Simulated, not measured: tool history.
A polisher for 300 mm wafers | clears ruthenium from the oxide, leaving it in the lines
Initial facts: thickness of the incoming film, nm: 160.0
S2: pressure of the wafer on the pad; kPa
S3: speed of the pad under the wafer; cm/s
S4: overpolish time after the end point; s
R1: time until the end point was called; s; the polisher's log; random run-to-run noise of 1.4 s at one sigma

{"run": 1, "day": 0.0, "flow of slurry (ml/min)": 135, "S2": 15.9, "S3": 120, "S4": 16, "R1": 134.81}
{"run": 2, "day": 0.258, "flow of slurry (ml/min)": 130, "S2": 15.2, "S3": 120, "S4": 16, "R1": 141.72}
{"run": 3, "day": 0.371, "flow of slurry (ml/min)": 125, "S2": 14.5, "S3": 120, "S4": 16, "R1": 150.21}
{"run": 4, "day": 0.438, "flow of slurry (ml/min)": 125, "S2": 15.9, "S3": 120, "S4": 16, "R1": 137.95}
{"run": 5, "day": 0.517, "flow of slurry (ml/min)": 125, "S2": 15.9, "S3": 120, "S4": 16, "R1": 136.16}
{"run": 6, "day": 0.858, "flow of slurry (ml/min)": 125, "S2": 15.9, "S3": 120, "S4": 17, "R1": 136.11}
{"run": 7, "day": 1.004, "flow of slurry (ml/min)": 120, "S2": 15.2, "S3": 120, "S4": 17, "R1": 144.3}
{"run": 8, "day": 1.221, "flow of slurry (ml/min)": 115, "S2": 14.5, "S3": 120, "S4": 17, "R1": 152.99}
{"run": 9, "day": 1.283, "flow of slurry (ml/min)": 110, "S2": 14.5, "S3": 120, "S4": 17, "R1": 152.36}
{"run": 10, "day": 1.575, "flow of slurry (ml/min)": 110, "S2": 13.8, "S3": 120, "S4": 17, "R1": 161.55}
{"run": 11, "day": 1.696, "flow of slurry (ml/min)": 105, "S2": 13.8, "S3": 120, "S4": 17, "R1": 163.4}
{"run": 12, "day": 1.842, "flow of slurry (ml/min)": 100, "S2": 13.8, "S3": 120, "S4": 17, "R1": 165.49}

What will run 13 give?
{"run": 13, "day": 1.95, "flow of slurry (ml/min)": 95, "S2": 13.8, "S3": 120, "S4": 17, "R1": "?"}

{"run 13": {"R1": 167.97}}
